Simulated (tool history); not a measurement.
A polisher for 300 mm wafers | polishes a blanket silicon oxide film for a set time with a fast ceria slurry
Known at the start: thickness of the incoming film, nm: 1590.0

| run | hour | flow of slurry (ml/min) | pressure of the wafer on the pad (psi) | speed of the pad under the wafer (m/s) | polishing time (s) | film removed (angstrom) |
|---|---|---|---|---|---|---|
| 1 | 0.0 | 285 | 2.9 | 1.24 | 17 | 3386.6 |
| 2 | 0.6 | 225 | 2.9 | 1.24 | 17 | 3266.2 |
| 3 | 2.0 | 225 | 3.1 | 1.24 | 17 | 3458.8 |
| 4 | 7.6 | 225 | 3.1 | 1.24 | 15 | 3108.0 |
| 5 | 13.9 | 230 | 3.3 | 1.28 | 15 | 3312.6 |
| 6 | 16.5 | 230 | 3.3 | 1.48 | 15 | 3894.2 |

Forecast run 7:
| 7 | 21.6 | 230 | 3.5 | 1.50 | 15 | ? |

{"run 7": {"film removed (angstrom)": 4094.2}}

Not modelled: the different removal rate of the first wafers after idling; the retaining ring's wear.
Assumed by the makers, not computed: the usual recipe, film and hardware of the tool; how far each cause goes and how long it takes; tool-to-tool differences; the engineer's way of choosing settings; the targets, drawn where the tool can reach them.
